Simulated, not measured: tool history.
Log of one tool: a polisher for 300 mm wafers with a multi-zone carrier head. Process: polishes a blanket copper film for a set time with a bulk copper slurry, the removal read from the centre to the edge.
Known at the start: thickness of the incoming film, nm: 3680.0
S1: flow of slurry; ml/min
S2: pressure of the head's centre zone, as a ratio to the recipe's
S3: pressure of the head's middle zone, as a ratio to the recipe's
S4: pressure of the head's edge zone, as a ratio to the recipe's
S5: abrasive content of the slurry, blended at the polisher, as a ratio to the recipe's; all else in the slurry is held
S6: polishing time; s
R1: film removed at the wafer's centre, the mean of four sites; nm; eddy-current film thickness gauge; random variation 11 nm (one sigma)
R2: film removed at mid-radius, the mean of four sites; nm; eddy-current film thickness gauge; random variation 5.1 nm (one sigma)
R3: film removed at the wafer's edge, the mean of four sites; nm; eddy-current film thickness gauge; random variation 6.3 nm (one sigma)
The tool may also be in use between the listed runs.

run 1 hour=0 | S1=135 S2=1 S3=1 S4=1 S5=1 S6=58 | R1=517.39 R2=504.92 R3=499.63
run 2 hour=3.6 | S1=140 S2=1.01 S3=0.99 S4=1.02 S5=1.05 S6=60 | R1=550.85 R2=524.96 R3=539.43
run 3 hour=10.3 | S1=145 S2=1.02 S3=1 S4=1.04 S5=1.1 S6=61 | R1=564.45 R2=545.02 R3=561.21
run 4 hour=17.9 | S1=145 S2=1.02 S3=0.96 S4=1.04 S5=1.1 S6=61 | R1=579.28 R2=527.31 R3=562.57
run 5 hour=24.1 | S1=145 S2=1.02 S3=0.96 S4=0.96 S5=1.1 S6=61 | R1=571.3 R2=528.49 R3=544.79
run 6 hour=25.3 | S1=150 S2=1.03 S3=0.96 S4=0.98 S5=1.15 S6=62 | R1=576.22 R2=549.91 R3=557.89
run 7 hour=27.5 | S1=150 S2=1.05 S3=0.96 S4=1 S5=1.2 S6=64 | R1=614.34 R2=571.12 R3=596.24
run 8 hour=29.3 | S1=155 S2=1.07 S3=0.96 S4=1.02 S5=1.25 S6=65 | R1=656.07 R2=582.45 R3=607.16
run 9 hour=32.3 | S1=160 S2=1.07 S3=0.96 S4=1.04 S5=1.3 S6=66 | R1=666.08 R2=601.72 R3=638.47

The next listed run, before its measurement:
run 10 hour=35.6 | S1=165 S2=1.07 S3=0.96 S4=1.06 S5=1.35 S6=67 | R1=? R2=? R3=?

Run 10 gave R1 693.7 nm, R2 613.88 nm, R3 666.5 nm.
